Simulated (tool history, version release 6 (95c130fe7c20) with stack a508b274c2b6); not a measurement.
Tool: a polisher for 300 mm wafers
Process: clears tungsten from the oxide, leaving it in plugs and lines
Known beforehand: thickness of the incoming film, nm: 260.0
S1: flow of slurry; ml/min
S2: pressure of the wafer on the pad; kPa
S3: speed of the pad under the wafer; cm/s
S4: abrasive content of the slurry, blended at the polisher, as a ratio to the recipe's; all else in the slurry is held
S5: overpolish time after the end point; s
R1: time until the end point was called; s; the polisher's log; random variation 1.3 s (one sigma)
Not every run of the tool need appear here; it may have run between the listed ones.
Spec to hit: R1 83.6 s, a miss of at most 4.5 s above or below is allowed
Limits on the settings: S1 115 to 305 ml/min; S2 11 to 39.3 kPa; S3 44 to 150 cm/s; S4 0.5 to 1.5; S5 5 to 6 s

| run | day | S1 | S2 | S3 | S4 | S5 | R1 |
|---|---|---|---|---|---|---|---|
| 1 | 0 | 195 | 24.8 | 96 | 1 | 6 | 54.423 |
| 2 | 0.192 | 195 | 22.8 | 96 | 1 | 6 | 59.063 |
| 3 | 0.288 | 195 | 17.9 | 96 | 1 | 6 | 74.198 |
| 4 | 0.438 | 195 | 17.9 | 96 | 1.2 | 6 | 71.588 |
| 5 | 0.8 | 195 | 17.2 | 96 | 1.2 | 6 | 75.349 |
| 6 | 0.979 | 195 | 17.2 | 120 | 1.2 | 6 | 60.762 |
| 7 | 1.167 | 195 | 15.9 | 120 | 1.2 | 6 | 66.332 |
| 8 | 1.496 | 195 | 15.2 | 120 | 1.2 | 6 | 68.871 |
| 9 | 1.733 | 195 | 11 | 118 | 1.2 | 6 | 95.247 |
| 10 | 1.812 | 195 | 11.7 | 118 | 1.2 | 6 | 89.392 |

Consider the 4 candidate settings below. Which is the only one whose results all fall within their allowed miss of target?
| A | 1.892 | 200 | 12.4 | 94 | 1.35 | 5 | ? |
| B | 1.892 | 125 | 15.2 | 102 | 1.1 | 6 | ? |
| C | 1.892 | 250 | 11 | 116 | 1.15 | 6 | ? |
| D | 1.892 | 215 | 11 | 120 | 1.2 | 6 | ? |

| move | R1 |
|---|---|
| A | 99.715 |
| B | 84.488 |
| C | 95.231 |
| D | 92.473 |
A: misses by more than the last run did
B: every result lands within tolerance
C: misses by more than the last run did
D: misses by more than the last run did
B meets every target.
